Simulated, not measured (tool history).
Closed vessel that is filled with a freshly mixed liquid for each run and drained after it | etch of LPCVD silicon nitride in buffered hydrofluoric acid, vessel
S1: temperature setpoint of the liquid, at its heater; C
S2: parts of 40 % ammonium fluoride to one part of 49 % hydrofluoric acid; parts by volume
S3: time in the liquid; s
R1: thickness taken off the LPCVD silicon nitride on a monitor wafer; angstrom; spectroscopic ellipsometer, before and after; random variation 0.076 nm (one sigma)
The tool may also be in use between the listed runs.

run,day,S1,S2,S3,R1
1,0,22,21.5,1590,118.96
2,0.212,24,19.5,1590,144.17
3,0.533,24,19.5,1715,155.22
4,0.808,25.5,18.5,1715,177.01
5,1.058,26.5,18,1715,191.85
6,1.458,26.5,18,1590,178.83

Forecast run 7:
7,1.529,27.5,17.5,1590,?

R1: 191.74 angstrom
